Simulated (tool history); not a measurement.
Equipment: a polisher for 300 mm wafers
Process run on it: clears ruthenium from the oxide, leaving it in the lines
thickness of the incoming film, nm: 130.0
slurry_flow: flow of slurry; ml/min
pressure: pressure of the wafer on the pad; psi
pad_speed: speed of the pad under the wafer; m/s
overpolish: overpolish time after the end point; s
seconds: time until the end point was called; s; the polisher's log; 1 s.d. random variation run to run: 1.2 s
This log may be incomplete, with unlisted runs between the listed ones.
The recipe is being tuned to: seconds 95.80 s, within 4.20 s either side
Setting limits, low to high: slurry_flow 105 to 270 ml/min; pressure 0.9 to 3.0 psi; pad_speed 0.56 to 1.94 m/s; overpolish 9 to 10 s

run    day  slurry_flow  pressure  pad_speed  overpolish  seconds
  1  0.000          175       1.9       1.24          10   130.49
  2  0.292          175       2.0       1.24          10   123.79
  3  0.558          175       2.0       1.52          10   109.53
  4  0.592          150       2.0       1.52          10   109.84
  5  0.938          150       1.6       1.52          10   132.88
  6  1.204          150       1.6       1.72          10   120.48
  7  1.304          150       1.7       1.72          10   112.07
  8  1.575          150       1.8       1.72          10   110.07
  9  1.767          150       1.9       1.72          10   107.87
 10  2.100          155       2.0       1.72          10   100.36

Next run, 4 choices. One meets every target within its allowed miss, the rest don't. Which?
  A  2.433          220       2.0       1.54          10        ?
  B  2.433          185       2.0       1.76           9        ?
  C  2.433          165       1.7       1.94           9        ?
  D  2.433          130       2.5       1.20          10        ?

move  seconds
   A   105.41
   B    97.05
   C   104.33
   D   111.00
A: further off than the last run
B: all results in spec
C: further off than the last run
D: further off than the last run
So the answer is move B, the one that meets all the targets.

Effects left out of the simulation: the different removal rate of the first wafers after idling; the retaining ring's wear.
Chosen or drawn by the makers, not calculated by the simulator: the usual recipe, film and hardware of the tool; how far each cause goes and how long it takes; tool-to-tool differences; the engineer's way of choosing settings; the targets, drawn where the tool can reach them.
